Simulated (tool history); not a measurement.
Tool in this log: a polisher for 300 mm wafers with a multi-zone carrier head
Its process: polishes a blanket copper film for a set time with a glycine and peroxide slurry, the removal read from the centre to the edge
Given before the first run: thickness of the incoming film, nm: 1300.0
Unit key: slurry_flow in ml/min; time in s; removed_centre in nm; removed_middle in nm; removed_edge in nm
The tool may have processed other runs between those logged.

Run 1, hour 0.0: slurry_flow 230 ml/min, centre_zone 1.00, middle_zone 1.00, edge_zone 1.00, time 73 s. Result: removed_centre 404.31 nm, removed_middle 410.94 nm, removed_edge 398.56 nm.
Run 2, hour 2.1: slurry_flow 230 ml/min, centre_zone 1.05, middle_zone 1.00, edge_zone 1.00, time 73 s. Result: removed_centre 417.35 nm, removed_middle 411.64 nm, removed_edge 402.90 nm.
Run 3, hour 5.8: slurry_flow 240 ml/min, centre_zone 1.09, middle_zone 0.98, edge_zone 1.05, time 75 s. Result: removed_centre 446.77 nm, removed_middle 419.91 nm, removed_edge 423.39 nm.
Run 4, hour 9.2: slurry_flow 240 ml/min, centre_zone 1.04, middle_zone 0.98, edge_zone 1.05, time 75 s. Result: removed_centre 430.78 nm, removed_middle 414.50 nm, removed_edge 416.66 nm.
Run 5, hour 15.4: slurry_flow 240 ml/min, centre_zone 1.04, middle_zone 0.94, edge_zone 1.05, time 75 s. Result: removed_centre 434.08 nm, removed_middle 407.41 nm, removed_edge 421.85 nm.
Run 6, hour 23.2: slurry_flow 240 ml/min, centre_zone 1.05, middle_zone 0.92, edge_zone 1.08, time 78 s. Result: removed_centre 456.77 nm, removed_middle 410.80 nm, removed_edge 442.68 nm.
Run 7, hour 27.7: slurry_flow 240 ml/min, centre_zone 1.05, middle_zone 0.92, edge_zone 1.08, time 78 s. Result: removed_centre 455.38 nm, removed_middle 413.53 nm, removed_edge 442.24 nm.
Run 8, hour 31.9: slurry_flow 245 ml/min, centre_zone 1.06, middle_zone 0.91, edge_zone 1.10, time 80 s. Result: removed_centre 454.62 nm, removed_middle 424.44 nm, removed_edge 457.51 nm.

Run 9 has not been measured yet. What should we expect?
Run 9, hour 34.8: slurry_flow 245 ml/min, centre_zone 1.09, middle_zone 0.89, edge_zone 1.11, time 82 s. Result: removed_centre ?, removed_middle ?, removed_edge ?.

Run 9 yielded removed_centre 484.62 nm, removed_middle 428.30 nm, removed_edge 478.39 nm.
